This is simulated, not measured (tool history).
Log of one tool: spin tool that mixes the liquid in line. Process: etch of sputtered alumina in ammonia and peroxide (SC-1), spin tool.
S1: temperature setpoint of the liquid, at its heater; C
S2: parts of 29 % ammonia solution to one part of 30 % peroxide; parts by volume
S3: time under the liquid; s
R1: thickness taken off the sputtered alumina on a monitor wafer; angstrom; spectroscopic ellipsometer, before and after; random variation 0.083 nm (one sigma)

run	day	S1	S2	S3	R1
1	0.000	53.0	0.7	320	216.03
2	0.217	53.0	0.9	320	221.04
3	0.542	53.0	0.9	345	237.11
4	0.842	53.0	0.9	320	220.43
# day 1.033: ammonia flow meter replaced
5	1.033	53.0	0.9	345	237.46
6	1.250	53.0	0.7	345	230.02
7	1.300	48.5	0.7	345	181.83
8	1.371	45.5	0.7	345	151.79
9	1.738	44.0	0.7	345	141.61

Forecast run 10:
10	1.846	42.5	0.7	345	?

Run 10 gave R1 130.36 angstrom.

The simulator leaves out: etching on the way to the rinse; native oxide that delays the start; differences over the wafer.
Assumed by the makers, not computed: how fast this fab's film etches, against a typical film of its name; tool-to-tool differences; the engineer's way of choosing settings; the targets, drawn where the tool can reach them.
